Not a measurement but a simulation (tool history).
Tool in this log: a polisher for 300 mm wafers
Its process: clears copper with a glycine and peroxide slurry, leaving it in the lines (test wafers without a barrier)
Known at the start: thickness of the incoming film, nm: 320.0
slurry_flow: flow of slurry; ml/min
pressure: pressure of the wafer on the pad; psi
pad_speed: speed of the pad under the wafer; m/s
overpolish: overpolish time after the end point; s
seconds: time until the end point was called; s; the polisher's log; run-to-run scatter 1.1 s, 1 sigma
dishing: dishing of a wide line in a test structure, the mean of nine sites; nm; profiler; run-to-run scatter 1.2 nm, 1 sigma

run    day  slurry_flow  pressure  pad_speed  overpolish  seconds  dishing
  1      0          300       1.7       0.78          29   129.24   46.498
  2  0.246          300       1.9       0.82          31   115.97   55.035
  3  0.354          370       1.9       0.82          31    114.4   55.192
  4  0.671          370         2       0.86          32   106.13   61.661
  5  0.775          370       2.1       0.88          33   100.47   62.106
      1.05  -- slurry nozzle cleaned
  6   1.05          370       2.2        0.9          35    90.99    72.84
  7  1.092          370       2.5        0.9          38   83.409    80.71
  8  1.325          370       2.5        0.9          39   82.067    82.52

The next listed run, before its measurement:
  9  1.688          370       2.5        0.9          40        ?        ?

For run 9 the tool returned seconds 83.45 s, dishing 83.29 nm.

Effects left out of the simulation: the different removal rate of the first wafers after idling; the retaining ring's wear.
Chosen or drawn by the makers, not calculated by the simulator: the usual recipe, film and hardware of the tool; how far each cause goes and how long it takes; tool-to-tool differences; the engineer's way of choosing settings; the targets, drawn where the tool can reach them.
